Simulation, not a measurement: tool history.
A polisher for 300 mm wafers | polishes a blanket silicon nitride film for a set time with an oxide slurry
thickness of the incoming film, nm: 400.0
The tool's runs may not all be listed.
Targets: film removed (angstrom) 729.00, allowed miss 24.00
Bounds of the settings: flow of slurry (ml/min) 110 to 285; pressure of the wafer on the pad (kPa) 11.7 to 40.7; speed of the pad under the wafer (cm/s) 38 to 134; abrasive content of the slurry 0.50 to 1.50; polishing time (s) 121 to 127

run  hour  flow of slurry (ml/min)  pressure of the wafer on the pad (kPa)  speed of the pad under the wafer (cm/s)  abrasive content of the slurry  polishing time (s)  film removed (angstrom)
  1   0.0                      180                                    26.2                                       86                            1.00                 121                   583.18
  2   1.1                      185                                    28.3                                       86                            1.00                 121                   630.48
  3   9.1                      185                                    28.3                                       86                            1.15                 121                   650.83
  4  16.3                      185                                    28.3                                       76                            1.15                 121                   589.62
  5  20.8                      190                                    30.3                                       76                            1.15                 121                   627.85
  6  28.1                      190                                    30.3                                       76                            1.15                 127                   668.94
  7  35.5                      190                                    31.0                                       76                            1.15                 127                   667.52
  8  37.8                      190                                    31.7                                       76                            1.15                 127                   692.29
  9  44.8                      190                                    32.4                                       76                            1.15                 127                   708.55

4 next moves are on the table. One of them brings every result within its allowed miss. Which?
  A  51.8                      150                                    33.8                                       68                            1.35                 127                        ?
  B  51.8                      170                                    33.8                                       74                            1.00                 127                        ?
  C  51.8                      170                                    37.2                                       66                            1.25                 121                        ?
  D  51.8                      185                                    32.4                                       76                            1.30                 126                        ?

move  film removed (angstrom)
   A                   677.59
   B                   675.11
   C                   687.30
   D                   726.00
A: further off than the last run
B: further off than the last run
C: further off than the last run
D: meets every target
Move D is the one to make.

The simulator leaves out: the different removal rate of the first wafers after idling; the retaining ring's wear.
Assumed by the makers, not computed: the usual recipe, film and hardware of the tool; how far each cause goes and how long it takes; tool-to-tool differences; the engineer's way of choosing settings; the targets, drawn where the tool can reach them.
